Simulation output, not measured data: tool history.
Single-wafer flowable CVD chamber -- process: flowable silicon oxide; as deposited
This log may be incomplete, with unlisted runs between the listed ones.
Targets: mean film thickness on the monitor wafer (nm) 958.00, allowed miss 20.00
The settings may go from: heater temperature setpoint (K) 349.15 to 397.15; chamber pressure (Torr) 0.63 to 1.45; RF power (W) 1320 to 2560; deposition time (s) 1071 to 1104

run	day	heater temperature setpoint (K)	chamber pressure (Torr)	RF power (W)	deposition time (s)	mean film thickness on the monitor wafer (nm)
1	0.000	373.15	1.04	1940	1071	813.35
2	0.038	364.15	1.04	1940	1071	1058.40
3	0.346	364.15	1.04	1685	1071	1027.80
4	0.525	364.15	1.04	1685	1104	1059.60
5	0.583	357.15	1.04	1685	1104	1288.10
6	0.888	357.15	1.04	1815	1104	1292.10
7	1.121	358.15	1.04	1815	1104	1271.90
8	1.442	359.15	1.04	1815	1104	1247.40
9	1.775	360.15	1.04	1815	1104	1204.50

Which one of the following 4 next-run settings gets every result inside its allowed miss? There is exactly one.
A	2.108	363.15	0.89	1795	1071	?
B	2.108	372.15	1.18	1960	1073	?
C	2.108	366.15	0.98	1695	1071	?
D	2.108	368.15	1.04	1775	1073	?

move	mean film thickness on the monitor wafer (nm)
A	914.72
B	943.45
C	909.35
D	921.08
A: pushes the last run's worst result past its target
B: in spec on every target
C: pushes the last run's worst result past its target
D: pushes the last run's worst result past its target
So the answer is move B, the one that meets all the targets.

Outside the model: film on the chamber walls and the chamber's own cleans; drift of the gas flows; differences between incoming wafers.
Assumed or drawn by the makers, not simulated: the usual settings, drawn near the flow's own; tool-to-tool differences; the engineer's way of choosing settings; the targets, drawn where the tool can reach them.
